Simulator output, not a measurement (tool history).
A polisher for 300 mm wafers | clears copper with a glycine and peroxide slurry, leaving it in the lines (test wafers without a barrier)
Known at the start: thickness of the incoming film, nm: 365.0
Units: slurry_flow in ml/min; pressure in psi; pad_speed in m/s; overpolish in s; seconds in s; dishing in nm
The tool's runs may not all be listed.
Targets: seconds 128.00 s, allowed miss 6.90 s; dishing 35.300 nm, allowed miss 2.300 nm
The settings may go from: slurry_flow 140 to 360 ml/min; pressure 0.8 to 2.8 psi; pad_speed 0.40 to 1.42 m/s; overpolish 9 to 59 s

run	hour	slurry_flow	pressure	pad_speed	overpolish	seconds	dishing
1	0.0	230	1.8	0.90	30	120.25	57.727
2	4.3	230	1.8	0.90	27	121.85	55.964
3	8.1	225	1.7	0.94	24	125.34	50.932
4	14.7	225	1.7	0.76	24	137.87	44.201
# hour 22.0: slurry nozzle cleaned
5	22.0	225	1.3	0.76	24	153.85	40.815
6	26.9	225	1.3	0.86	24	145.06	44.418
7	34.8	225	1.4	0.86	22	140.72	42.082
8	42.1	225	1.5	0.86	20	132.30	41.748
9	49.7	225	1.5	0.86	19	131.14	38.045

4 next moves are on the table. One of them brings every result within its allowed miss. Which?
A	57.3	240	1.3	0.86	19	?	?
B	57.3	240	1.4	0.98	17	?	?
C	57.3	240	1.6	0.86	19	?	?
D	57.3	200	1.4	0.94	23	?	?

move	seconds	dishing
A	143.69	35.218
B	126.84	35.555
C	124.82	39.886
D	133.25	43.813
A: brings the result that was furthest off to its target, and leaves another outside
B: meets every target
C: further off than the last run
D: further off than the last run
Answer: B

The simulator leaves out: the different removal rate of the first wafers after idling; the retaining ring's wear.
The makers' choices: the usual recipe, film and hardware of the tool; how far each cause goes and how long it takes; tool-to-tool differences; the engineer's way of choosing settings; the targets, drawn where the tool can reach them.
